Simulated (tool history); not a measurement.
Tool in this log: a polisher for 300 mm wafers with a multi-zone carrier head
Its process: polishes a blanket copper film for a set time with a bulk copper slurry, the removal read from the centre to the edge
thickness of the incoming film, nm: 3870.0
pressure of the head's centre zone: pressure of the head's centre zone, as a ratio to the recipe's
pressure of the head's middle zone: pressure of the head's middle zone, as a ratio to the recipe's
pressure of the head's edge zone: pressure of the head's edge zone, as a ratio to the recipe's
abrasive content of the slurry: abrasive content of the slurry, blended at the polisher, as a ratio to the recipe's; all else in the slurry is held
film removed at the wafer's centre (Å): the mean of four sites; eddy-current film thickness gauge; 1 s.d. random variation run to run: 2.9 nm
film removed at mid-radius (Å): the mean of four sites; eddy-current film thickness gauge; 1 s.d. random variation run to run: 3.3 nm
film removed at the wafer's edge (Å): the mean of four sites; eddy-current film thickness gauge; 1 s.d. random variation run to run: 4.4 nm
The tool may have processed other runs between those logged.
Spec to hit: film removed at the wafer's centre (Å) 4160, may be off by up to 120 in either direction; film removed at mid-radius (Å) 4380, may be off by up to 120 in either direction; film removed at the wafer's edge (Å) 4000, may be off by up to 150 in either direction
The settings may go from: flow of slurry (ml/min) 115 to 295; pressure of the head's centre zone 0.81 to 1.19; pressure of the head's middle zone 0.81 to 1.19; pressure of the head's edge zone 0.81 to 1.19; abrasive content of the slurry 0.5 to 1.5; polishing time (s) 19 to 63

run	day	flow of slurry (ml/min)	pressure of the head's centre zone	pressure of the head's middle zone	pressure of the head's edge zone	abrasive content of the slurry	polishing time (s)	film removed at the wafer's centre (Å)	film removed at mid-radius (Å)	film removed at the wafer's edge (Å)
1	0	190	1	1	1	1	41	4754.5	4786.8	4687.8
2	0.312	180	0.99	1	0.95	0.95	41	4550.8	4670.8	4615.1
3	0.596	160	0.99	1	0.95	0.95	41	4348	4529.7	4441.7
4	0.754	160	0.99	1.07	0.95	0.95	41	4346.8	4765.8	4386.6
# day 0.9: slurry nozzle cleaned
5	0.9	160	0.99	1.07	0.95	1.05	41	5217.6	5710.8	5039.3
6	1.012	160	0.99	1.07	1.03	1.05	41	5194.4	5716.7	5171.6
7	1.196	165	0.99	1.06	0.97	1	40	5051.3	5460.9	4989.1
8	1.354	155	0.99	1.05	0.92	1	38	4804	5066.1	4527.3
9	1.45	155	0.98	1.04	0.9	1	37	4630.2	4935.3	4360.7
10	1.767	130	0.93	0.94	0.83	0.85	37	4006.3	4182.1	3929.3
11	2.117	130	0.93	0.95	0.83	0.85	37	3990.9	4135.8	3820

Consider the 4 candidate settings below. Which is the only one whose results all fall within their allowed miss of target?
A	2.467	140	0.82	0.89	0.97	0.75	40	?	?	?
B	2.467	115	0.91	1.02	0.83	0.95	37	?	?	?
C	2.467	150	0.89	0.91	0.88	0.75	37	?	?	?
D	2.467	130	0.92	0.96	0.81	1.35	34	?	?	?

move	film removed at the wafer's centre (Å)	film removed at mid-radius (Å)	film removed at the wafer's edge (Å)
A	3874.3	4204.5	4522.3
B	3913.9	4409.1	3997.2
C	3895.4	4024.4	4042.7
D	4144.8	4377.9	4091.8
A: misses by more than the last run did
B: corrects the largest miss of the last run, while another result sits out of spec
C: misses by more than the last run did
D: all results in spec
D is the move that brings every result within its allowed miss.

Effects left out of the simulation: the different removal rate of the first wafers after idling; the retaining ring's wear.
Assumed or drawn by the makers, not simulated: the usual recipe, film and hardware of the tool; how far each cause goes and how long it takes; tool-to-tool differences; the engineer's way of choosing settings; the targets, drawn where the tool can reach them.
